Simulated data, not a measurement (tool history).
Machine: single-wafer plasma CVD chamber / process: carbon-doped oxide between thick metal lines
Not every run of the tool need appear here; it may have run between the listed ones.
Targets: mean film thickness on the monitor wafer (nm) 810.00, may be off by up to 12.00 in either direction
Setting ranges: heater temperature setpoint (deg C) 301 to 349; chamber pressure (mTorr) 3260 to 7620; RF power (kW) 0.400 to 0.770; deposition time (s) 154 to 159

| run | hour | heater temperature setpoint (deg C) | chamber pressure (mTorr) | RF power (kW) | deposition time (s) | mean film thickness on the monitor wafer (nm) |
|---|---|---|---|---|---|---|
| 1 | 0.0 | 325 | 5440 | 0.585 | 154 | 943.43 |
| 2 | 5.7 | 327 | 5240 | 0.580 | 154 | 929.62 |
| 3 | 8.3 | 332 | 5240 | 0.580 | 154 | 912.90 |
| 4 | 13.8 | 332 | 5240 | 0.580 | 159 | 939.55 |
| 5 | 21.3 | 332 | 5240 | 0.580 | 154 | 907.80 |
| 6 | 24.4 | 334 | 5110 | 0.575 | 154 | 898.11 |
| 7 | 28.2 | 335 | 5000 | 0.570 | 154 | 887.59 |
| 8 | 30.8 | 336 | 4900 | 0.565 | 154 | 871.23 |
| 9 | 34.2 | 337 | 4820 | 0.565 | 154 | 866.89 |
| 10 | 39.2 | 347 | 3840 | 0.540 | 154 | 777.47 |
| 11 | 39.9 | 347 | 3840 | 0.540 | 154 | 780.84 |

Pick the move, out of 5, that brings all results within their allowed miss; only one does.
| A | 40.6 | 344 | 3600 | 0.495 | 159 | ? |
| B | 40.6 | 342 | 3990 | 0.540 | 157 | ? |
| C | 40.6 | 348 | 3670 | 0.525 | 159 | ? |
| D | 40.6 | 344 | 3510 | 0.520 | 159 | ? |
| E | 40.6 | 349 | 4400 | 0.500 | 156 | ? |

| move | mean film thickness on the monitor wafer (nm) |
|---|---|
| A | 748.83 |
| B | 810.09 |
| C | 779.05 |
| D | 776.28 |
| E | 759.71 |
A: lands further from the targets than the last run did
B: all results in spec
C: lands further from the targets than the last run did
D: lands further from the targets than the last run did
E: lands further from the targets than the last run did
The right move is B.

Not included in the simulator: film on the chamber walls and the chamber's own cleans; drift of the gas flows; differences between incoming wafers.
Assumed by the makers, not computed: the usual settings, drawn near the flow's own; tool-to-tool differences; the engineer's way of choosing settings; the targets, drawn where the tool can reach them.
